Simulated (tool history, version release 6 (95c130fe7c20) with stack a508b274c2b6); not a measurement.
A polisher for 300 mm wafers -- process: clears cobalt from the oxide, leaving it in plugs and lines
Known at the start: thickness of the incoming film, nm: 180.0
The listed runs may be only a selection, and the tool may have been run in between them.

run  hour  flow of slurry (ml/min)  pressure of the wafer on the pad (psi)  speed of the pad under the wafer (m/s)  overpolish time after the end point (s)  time until the end point was called (s)  dishing of a wide line in a test structure (nm)
  1     0                      175                                     1.3                                    0.82                                        8                                   80.177                                           14.298
  2   6.4                      175                                     1.3                                    0.64                                        8                                   100.86                                           11.566
  3   9.4                      175                                     1.3                                    0.64                                       11                                   103.19                                           15.861
  4  12.5                      175                                     1.2                                     0.6                                       10                                   116.36                                           12.744
  5  19.4                      200                                     1.2                                     0.6                                       10                                   111.28                                           12.915
  6  25.3                      200                                     1.2                                     0.4                                       10                                    162.4                                           9.3333

Run 7 comes next. What will it give?
  7  30.9                      210                                     1.2                                     0.4                                        9                                        ?                                                ?

Run 7 produced time until the end point was called (s) 162.94, dishing of a wide line in a test structure (nm) 8.6448.

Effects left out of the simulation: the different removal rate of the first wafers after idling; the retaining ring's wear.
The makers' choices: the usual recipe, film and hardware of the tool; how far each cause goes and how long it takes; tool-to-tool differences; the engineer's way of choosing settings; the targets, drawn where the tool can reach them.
